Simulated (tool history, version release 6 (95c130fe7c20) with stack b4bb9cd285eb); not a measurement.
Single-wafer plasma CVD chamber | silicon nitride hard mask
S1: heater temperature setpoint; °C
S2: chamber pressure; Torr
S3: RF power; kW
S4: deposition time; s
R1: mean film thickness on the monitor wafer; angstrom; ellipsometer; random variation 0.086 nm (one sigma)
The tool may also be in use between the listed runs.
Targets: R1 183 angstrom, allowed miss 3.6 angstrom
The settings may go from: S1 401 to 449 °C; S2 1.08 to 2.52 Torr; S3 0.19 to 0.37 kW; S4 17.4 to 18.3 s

run 1 hour=0 | S1=425 S2=1.8 S3=0.28 S4=18.3 | R1=211.93
run 2 hour=7.3 | S1=419 S2=1.8 S3=0.28 S4=18.3 | R1=214.1
run 3 hour=8.7 | S1=419 S2=1.72 S3=0.275 S4=18.3 | R1=208.71
run 4 hour=9.7 | S1=419 S2=1.72 S3=0.245 S4=18.3 | R1=189.83
run 5 hour=14.1 | S1=426 S2=1.72 S3=0.245 S4=18.3 | R1=191.38
run 6 hour=15.1 | S1=416 S2=1.72 S3=0.245 S4=18.3 | R1=191.5
run 7 hour=19.6 | S1=416 S2=1.69 S3=0.245 S4=18.3 | R1=189.01
run 8 hour=22.2 | S1=416 S2=1.67 S3=0.245 S4=18.3 | R1=190.25
run 9 hour=25 | S1=416 S2=1.65 S3=0.245 S4=18.3 | R1=188.16
run 10 hour=26.6 | S1=416 S2=1.64 S3=0.245 S4=18.3 | R1=189.34
run 11 hour=29.9 | S1=416 S2=1.62 S3=0.245 S4=18.3 | R1=186.99
run 12 hour=31.5 | S1=416 S2=1.61 S3=0.245 S4=18.3 | R1=188.23
run 13 hour=39.1 | S1=416 S2=1.46 S3=0.24 S4=18.3 | R1=177.28
run 14 hour=40.4 | S1=416 S2=1.47 S3=0.24 S4=18.3 | R1=178.31
run 15 hour=44.7 | S1=416 S2=1.48 S3=0.24 S4=18.3 | R1=178.9

Which of these 5 next moves meets every target?
run A hour=49 | S1=408 S2=1.53 S3=0.24 S4=18.3 | R1=?
run B hour=49 | S1=404 S2=1.47 S3=0.23 S4=18.3 | R1=?
run C hour=49 | S1=422 S2=1.45 S3=0.245 S4=17.4 | R1=?
run D hour=49 | S1=410 S2=1.5 S3=0.245 S4=17.4 | R1=?
run E hour=49 | S1=428 S2=1.47 S3=0.27 S4=18.3 | R1=?

move=A R1=182.52
move=B R1=174.82
move=C R1=171.9
move=D R1=174.78
move=E R1=194.19
A: meets every target
B: further off than the last run
C: further off than the last run
D: further off than the last run
E: takes the result that was furthest off past its target
The right move is A.
